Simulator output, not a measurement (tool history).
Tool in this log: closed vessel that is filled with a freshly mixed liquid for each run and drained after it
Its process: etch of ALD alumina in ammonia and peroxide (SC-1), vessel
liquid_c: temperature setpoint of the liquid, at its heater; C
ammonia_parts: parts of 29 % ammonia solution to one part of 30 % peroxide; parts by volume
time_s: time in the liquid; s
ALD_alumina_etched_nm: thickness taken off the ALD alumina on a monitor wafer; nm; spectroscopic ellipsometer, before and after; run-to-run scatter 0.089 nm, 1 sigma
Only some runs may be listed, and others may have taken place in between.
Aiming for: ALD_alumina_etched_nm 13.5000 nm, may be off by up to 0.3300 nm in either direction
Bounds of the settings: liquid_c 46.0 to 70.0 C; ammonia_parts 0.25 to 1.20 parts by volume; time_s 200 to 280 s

run 1 hour=0.0 | liquid_c=62.0 ammonia_parts=0.95 time_s=280 | ALD_alumina_etched_nm=17.2430
run 2 hour=3.5 | liquid_c=55.0 ammonia_parts=0.95 time_s=280 | ALD_alumina_etched_nm=11.9620
run 3 hour=9.0 | liquid_c=55.5 ammonia_parts=0.95 time_s=280 | ALD_alumina_etched_nm=12.4210
run 4 hour=13.2 | liquid_c=56.0 ammonia_parts=0.95 time_s=280 | ALD_alumina_etched_nm=12.5590
run 5 hour=15.7 | liquid_c=56.0 ammonia_parts=0.95 time_s=200 | ALD_alumina_etched_nm=9.0293
run 6 hour=20.3 | liquid_c=56.0 ammonia_parts=1.10 time_s=200 | ALD_alumina_etched_nm=9.1286
run 7 hour=27.4 | liquid_c=58.0 ammonia_parts=1.10 time_s=200 | ALD_alumina_etched_nm=10.2560
run 8 hour=32.9 | liquid_c=59.5 ammonia_parts=1.10 time_s=200 | ALD_alumina_etched_nm=11.0050
run 9 hour=40.3 | liquid_c=60.5 ammonia_parts=1.10 time_s=200 | ALD_alumina_etched_nm=11.5750
-- hour=41.7 ammonia flow meter replaced
run 10 hour=41.7 | liquid_c=61.5 ammonia_parts=1.10 time_s=200 | ALD_alumina_etched_nm=12.0080
run 11 hour=42.2 | liquid_c=62.5 ammonia_parts=1.10 time_s=200 | ALD_alumina_etched_nm=12.7680
run 12 hour=45.6 | liquid_c=63.0 ammonia_parts=1.10 time_s=200 | ALD_alumina_etched_nm=12.9280

Which of these 4 next moves meets every target?
run A hour=49.0 | liquid_c=62.0 ammonia_parts=1.10 time_s=200 | ALD_alumina_etched_nm=?
run B hour=49.0 | liquid_c=59.5 ammonia_parts=1.05 time_s=225 | ALD_alumina_etched_nm=?
run C hour=49.0 | liquid_c=62.5 ammonia_parts=1.00 time_s=215 | ALD_alumina_etched_nm=?
run D hour=49.0 | liquid_c=57.5 ammonia_parts=1.20 time_s=250 | ALD_alumina_etched_nm=?

move=A ALD_alumina_etched_nm=12.3650
move=B ALD_alumina_etched_nm=12.1900
move=C ALD_alumina_etched_nm=13.5110
move=D ALD_alumina_etched_nm=12.3660
A: its largest miss is bigger than the last run's
B: its largest miss is bigger than the last run's
C: every result within its allowed miss
D: its largest miss is bigger than the last run's
C meets every target.

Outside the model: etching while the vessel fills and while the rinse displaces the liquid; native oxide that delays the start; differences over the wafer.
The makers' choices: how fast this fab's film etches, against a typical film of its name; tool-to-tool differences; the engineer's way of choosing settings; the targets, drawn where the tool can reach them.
